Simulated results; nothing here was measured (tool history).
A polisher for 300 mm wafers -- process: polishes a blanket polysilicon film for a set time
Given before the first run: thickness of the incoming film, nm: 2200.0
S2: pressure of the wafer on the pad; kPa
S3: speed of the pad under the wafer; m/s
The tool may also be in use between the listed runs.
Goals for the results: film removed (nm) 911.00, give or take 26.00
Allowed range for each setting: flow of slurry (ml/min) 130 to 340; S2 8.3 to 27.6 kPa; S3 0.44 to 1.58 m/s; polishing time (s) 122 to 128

Run 1, day 0.000: flow of slurry (ml/min) 220, S2 17.9 kPa, S3 1.00 m/s, polishing time (s) 122. Result: film removed (nm) 879.23.
Run 2, day 0.329: flow of slurry (ml/min) 225, S2 17.9 kPa, S3 1.00 m/s, polishing time (s) 122. Result: film removed (nm) 867.09.
Run 3, day 0.454: flow of slurry (ml/min) 225, S2 20.0 kPa, S3 1.00 m/s, polishing time (s) 122. Result: film removed (nm) 967.27.
Run 4, day 0.667: flow of slurry (ml/min) 225, S2 20.0 kPa, S3 1.22 m/s, polishing time (s) 122. Result: film removed (nm) 1175.70.
Run 5, day 0.929: flow of slurry (ml/min) 225, S2 19.3 kPa, S3 1.22 m/s, polishing time (s) 122. Result: film removed (nm) 1121.00.
Run 6, day 0.958: flow of slurry (ml/min) 225, S2 19.3 kPa, S3 1.22 m/s, polishing time (s) 122. Result: film removed (nm) 1141.40.
Run 7, day 1.267: flow of slurry (ml/min) 210, S2 14.5 kPa, S3 1.22 m/s, polishing time (s) 122. Result: film removed (nm) 847.99.
At day 1.367: head pressure recalibrated.
Run 8, day 1.367: flow of slurry (ml/min) 220, S2 15.2 kPa, S3 1.22 m/s, polishing time (s) 122. Result: film removed (nm) 814.56.
Run 9, day 1.600: flow of slurry (ml/min) 215, S2 15.2 kPa, S3 1.22 m/s, polishing time (s) 122. Result: film removed (nm) 812.46.
Run 10, day 1.896: flow of slurry (ml/min) 215, S2 15.9 kPa, S3 1.22 m/s, polishing time (s) 122. Result: film removed (nm) 835.81.

Below are 4 possible settings for the next run. Only one of them brings all results inside the allowed miss of their targets. Which is it?
Run A, day 2.192: flow of slurry (ml/min) 150, S2 15.9 kPa, S3 1.38 m/s, polishing time (s) 122. Result: film removed (nm) ?.
Run B, day 2.192: flow of slurry (ml/min) 230, S2 14.5 kPa, S3 1.50 m/s, polishing time (s) 126. Result: film removed (nm) ?.
Run C, day 2.192: flow of slurry (ml/min) 180, S2 15.9 kPa, S3 1.24 m/s, polishing time (s) 122. Result: film removed (nm) ?.
Run D, day 2.192: flow of slurry (ml/min) 295, S2 13.8 kPa, S3 1.32 m/s, polishing time (s) 128. Result: film removed (nm) ?.

move  film removed (nm)
   A             900.21
   B             982.27
   C             834.85
   D             861.94
A: every result within its allowed miss
B: pushes the last run's worst result past its target
C: about as far from the targets as the last run
D: moves toward the targets from the last run without getting all of them in spec
The right move is A.

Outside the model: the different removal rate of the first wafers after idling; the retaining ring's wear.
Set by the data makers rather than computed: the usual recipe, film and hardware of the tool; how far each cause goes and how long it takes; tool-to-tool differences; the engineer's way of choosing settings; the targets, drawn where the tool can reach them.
